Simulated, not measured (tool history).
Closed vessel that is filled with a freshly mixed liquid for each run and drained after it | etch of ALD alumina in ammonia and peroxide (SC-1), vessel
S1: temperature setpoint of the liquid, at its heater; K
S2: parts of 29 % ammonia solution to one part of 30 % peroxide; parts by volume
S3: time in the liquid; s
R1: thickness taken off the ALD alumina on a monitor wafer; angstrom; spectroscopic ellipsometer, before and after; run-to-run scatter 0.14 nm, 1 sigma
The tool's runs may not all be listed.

run 1 hour=0.0 | S1=330.15 S2=0.65 S3=710 | R1=731.29
run 2 hour=1.0 | S1=324.15 S2=0.65 S3=710 | R1=526.91
run 3 hour=1.9 | S1=321.65 S2=0.65 S3=710 | R1=461.48
run 4 hour=9.8 | S1=326.15 S2=0.65 S3=710 | R1=587.30
run 5 hour=12.3 | S1=326.15 S2=0.55 S3=710 | R1=577.94
run 6 hour=14.6 | S1=326.15 S2=0.45 S3=710 | R1=569.09
run 7 hour=16.2 | S1=323.15 S2=0.45 S3=710 | R1=485.61
run 8 hour=19.5 | S1=323.15 S2=0.45 S3=710 | R1=481.69
run 9 hour=21.7 | S1=321.15 S2=0.45 S3=710 | R1=432.69
run 10 hour=30.3 | S1=319.65 S2=0.45 S3=710 | R1=399.27

Estimate the outcome of run 11 from the log above:
run 11 hour=38.3 | S1=318.65 S2=0.45 S3=710 | R1=?

Run 11 produced R1 374.84 angstrom.
